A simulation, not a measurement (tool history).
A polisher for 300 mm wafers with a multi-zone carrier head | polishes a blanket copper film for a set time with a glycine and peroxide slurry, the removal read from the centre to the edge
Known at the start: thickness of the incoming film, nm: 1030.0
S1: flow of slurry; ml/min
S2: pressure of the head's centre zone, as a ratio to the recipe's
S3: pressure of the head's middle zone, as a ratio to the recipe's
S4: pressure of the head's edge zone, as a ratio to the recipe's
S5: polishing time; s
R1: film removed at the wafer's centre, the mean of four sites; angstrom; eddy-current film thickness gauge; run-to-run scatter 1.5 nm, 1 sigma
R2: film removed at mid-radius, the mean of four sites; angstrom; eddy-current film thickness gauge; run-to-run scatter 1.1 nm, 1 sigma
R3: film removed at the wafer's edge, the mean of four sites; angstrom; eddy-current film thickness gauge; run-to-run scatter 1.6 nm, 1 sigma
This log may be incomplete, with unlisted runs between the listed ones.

Run 1, day 0.000: S1 150 ml/min, S2 1.00, S3 1.00, S4 1.00, S5 51 s. Result: R1 1855.8 angstrom, R2 1930.5 angstrom, R3 1868.60 angstrom.
Run 2, day 0.329: S1 150 ml/min, S2 0.99, S3 1.00, S4 0.96, S5 46 s. Result: R1 1687.9 angstrom, R2 1770.2 angstrom, R3 1662.90 angstrom.
Run 3, day 0.588: S1 150 ml/min, S2 0.99, S3 1.00, S4 0.92, S5 46 s. Result: R1 1664.7 angstrom, R2 1759.8 angstrom, R3 1617.80 angstrom.
Run 4, day 0.608: S1 150 ml/min, S2 0.93, S3 1.00, S4 0.92, S5 46 s. Result: R1 1559.7 angstrom, R2 1735.0 angstrom, R3 1623.10 angstrom.
Run 5, day 0.808: S1 150 ml/min, S2 0.93, S3 1.00, S4 0.89, S5 42 s. Result: R1 1419.6 angstrom, R2 1588.7 angstrom, R3 1430.90 angstrom.
Run 6, day 0.992: S1 145 ml/min, S2 0.93, S3 0.99, S4 0.87, S5 40 s. Result: R1 1373.8 angstrom, R2 1505.1 angstrom, R3 1395.10 angstrom.
Run 7, day 1.175: S1 150 ml/min, S2 0.93, S3 0.99, S4 0.86, S5 38 s. Result: R1 1266.8 angstrom, R2 1432.9 angstrom, R3 1299.50 angstrom.
Run 8, day 1.275: S1 150 ml/min, S2 0.94, S3 0.99, S4 0.85, S5 37 s. Result: R1 1285.7 angstrom, R2 1392.6 angstrom, R3 1307.40 angstrom.
Run 9, day 1.350: S1 140 ml/min, S2 0.97, S3 1.09, S4 0.81, S5 30 s. Result: R1 1078.2 angstrom, R2 1193.9 angstrom, R3 988.59 angstrom.

Run 10 has not been measured yet. What should we expect?
Run 10, day 1.496: S1 155 ml/min, S2 0.97, S3 1.08, S4 0.83, S5 30 s. Result: R1 ?, R2 ?, R3 ?.

R1: 1069.2 angstrom
R2: 1196.3 angstrom
R3: 1036.20 angstrom
